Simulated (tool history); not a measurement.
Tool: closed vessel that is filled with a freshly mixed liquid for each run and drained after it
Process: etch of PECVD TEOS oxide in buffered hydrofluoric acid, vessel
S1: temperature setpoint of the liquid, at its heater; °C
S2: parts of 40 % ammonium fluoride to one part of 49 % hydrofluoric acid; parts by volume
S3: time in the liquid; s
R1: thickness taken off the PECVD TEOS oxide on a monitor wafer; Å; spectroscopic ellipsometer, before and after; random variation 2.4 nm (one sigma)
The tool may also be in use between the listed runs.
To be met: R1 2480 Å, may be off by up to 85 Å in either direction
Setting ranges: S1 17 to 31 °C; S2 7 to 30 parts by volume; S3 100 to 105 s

run  hour    S1    S2   S3      R1
  1     0    23    19  100  1356.7
  2   6.3    23    19  105  1426.6
  3  10.5    24  18.5  105    1553
  4    19    25    18  105  1655.4
  5  27.3  26.5    18  105  1794.4
  6  34.2  26.5    18  105  1836.6
  7  38.6    27    18  105  1854.1
  8  46.7    31  15.5  105  2719.9

5 next moves are on the table. One of them brings every result within its allowed miss. Which?
  A  54.8    31    16  100   ?
  B  54.8    31    13  105   ?
  C  54.8    31  12.5  100   ?
  D  54.8  29.5    12  100   ?
  E  54.8  30.5  11.5  100   ?

move      R1
   A  2474.4
   B  3183.7
   C  3150.5
   D  3030.7
   E  3329.3
A: all results land within tolerance of their targets
B: further off than the last run
C: further off than the last run
D: further off than the last run
E: further off than the last run
Move A is the one to make.
